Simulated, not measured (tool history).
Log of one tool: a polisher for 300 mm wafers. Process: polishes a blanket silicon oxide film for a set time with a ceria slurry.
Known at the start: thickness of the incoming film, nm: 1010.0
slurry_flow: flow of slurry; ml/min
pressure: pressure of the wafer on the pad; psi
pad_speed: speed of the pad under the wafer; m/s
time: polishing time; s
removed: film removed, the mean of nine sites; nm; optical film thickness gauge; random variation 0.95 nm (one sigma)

run 1 day=0.000 | slurry_flow=225 pressure=2.1 pad_speed=0.98 time=58 | removed=195.81
run 2 day=0.242 | slurry_flow=220 pressure=1.8 pad_speed=0.98 time=58 | removed=178.16
run 3 day=0.388 | slurry_flow=220 pressure=1.8 pad_speed=0.98 time=58 | removed=176.37
run 4 day=0.721 | slurry_flow=220 pressure=1.6 pad_speed=0.96 time=58 | removed=157.38
run 5 day=0.771 | slurry_flow=270 pressure=1.6 pad_speed=0.96 time=58 | removed=162.44
run 6 day=0.888 | slurry_flow=270 pressure=1.6 pad_speed=0.84 time=58 | removed=143.39
run 7 day=0.950 | slurry_flow=265 pressure=1.5 pad_speed=0.84 time=58 | removed=135.18
run 8 day=1.279 | slurry_flow=260 pressure=1.5 pad_speed=0.84 time=58 | removed=135.64

Run 9 comes next. What will it give?
run 9 day=1.521 | slurry_flow=255 pressure=1.5 pad_speed=0.84 time=58 | removed=?

{"run 9": {"removed": 136.08}}
